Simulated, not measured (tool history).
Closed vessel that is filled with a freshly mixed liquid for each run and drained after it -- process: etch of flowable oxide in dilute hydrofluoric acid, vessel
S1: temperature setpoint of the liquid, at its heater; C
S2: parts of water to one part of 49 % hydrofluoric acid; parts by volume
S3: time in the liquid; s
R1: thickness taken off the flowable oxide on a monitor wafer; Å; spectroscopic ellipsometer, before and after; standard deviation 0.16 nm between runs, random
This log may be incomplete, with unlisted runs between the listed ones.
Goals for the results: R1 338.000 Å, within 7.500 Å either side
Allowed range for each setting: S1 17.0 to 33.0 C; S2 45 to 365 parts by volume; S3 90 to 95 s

| run | hour | S1 | S2 | S3 | R1 |
|---|---|---|---|---|---|
| 1 | 0.0 | 25.0 | 205 | 90 | 146.110 |
| 2 | 4.5 | 25.0 | 275 | 90 | 101.250 |
| 3 | 5.5 | 26.0 | 255 | 90 | 115.910 |
| 4 | 13.1 | 24.5 | 255 | 90 | 108.980 |
| 5 | 19.8 | 22.0 | 255 | 90 | 99.699 |
| 6 | 27.6 | 23.0 | 240 | 90 | 112.100 |
| 7 | 29.1 | 24.0 | 225 | 90 | 125.950 |
| 8 | 36.8 | 25.0 | 210 | 90 | 140.750 |
| 9 | 40.0 | 29.0 | 130 | 90 | 291.570 |

Below are 4 possible settings for the next run. Only one of them brings all results inside the allowed miss of their targets. Which is it?
| A | 43.2 | 31.0 | 135 | 95 | ? |
| B | 43.2 | 27.5 | 120 | 95 | ? |
| C | 43.2 | 30.0 | 130 | 95 | ? |
| D | 43.2 | 31.5 | 130 | 95 | ? |

| move | R1 |
|---|---|
| A | 314.270 |
| B | 316.990 |
| C | 316.870 |
| D | 334.590 |
A: nearer the targets than the last run, but a result is still out of spec
B: nearer the targets than the last run, but a result is still out of spec
C: nearer the targets than the last run, but a result is still out of spec
D: all results in spec
The move that meets every target is D.
